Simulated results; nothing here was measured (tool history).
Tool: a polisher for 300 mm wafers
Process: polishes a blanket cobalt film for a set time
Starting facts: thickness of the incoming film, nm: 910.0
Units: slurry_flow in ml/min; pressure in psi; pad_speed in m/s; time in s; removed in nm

{"run": 1, "day": 0.0, "slurry_flow": 190, "pressure": 2.5, "pad_speed": 1.06, "time": 35, "removed": 225.66}
{"run": 2, "day": 0.025, "slurry_flow": 185, "pressure": 2.3, "pad_speed": 1.06, "time": 35, "removed": 211.86}
{"run": 3, "day": 0.067, "slurry_flow": 200, "pressure": 2.3, "pad_speed": 1.06, "time": 35, "removed": 213.64}
{"run": 4, "day": 0.379, "slurry_flow": 195, "pressure": 2.2, "pad_speed": 1.06, "time": 35, "removed": 204.23}
{"run": 5, "day": 0.504, "slurry_flow": 175, "pressure": 2.2, "pad_speed": 1.06, "time": 35, "removed": 199.66}
{"run": 6, "day": 0.604, "slurry_flow": 170, "pressure": 2.1, "pad_speed": 1.06, "time": 35, "removed": 188.59}

Predict the results of run 7:
{"run": 7, "day": 0.733, "slurry_flow": 160, "pressure": 2, "pad_speed": 1.06, "time": 35, "removed": "?"}

removed: 181.2 nm

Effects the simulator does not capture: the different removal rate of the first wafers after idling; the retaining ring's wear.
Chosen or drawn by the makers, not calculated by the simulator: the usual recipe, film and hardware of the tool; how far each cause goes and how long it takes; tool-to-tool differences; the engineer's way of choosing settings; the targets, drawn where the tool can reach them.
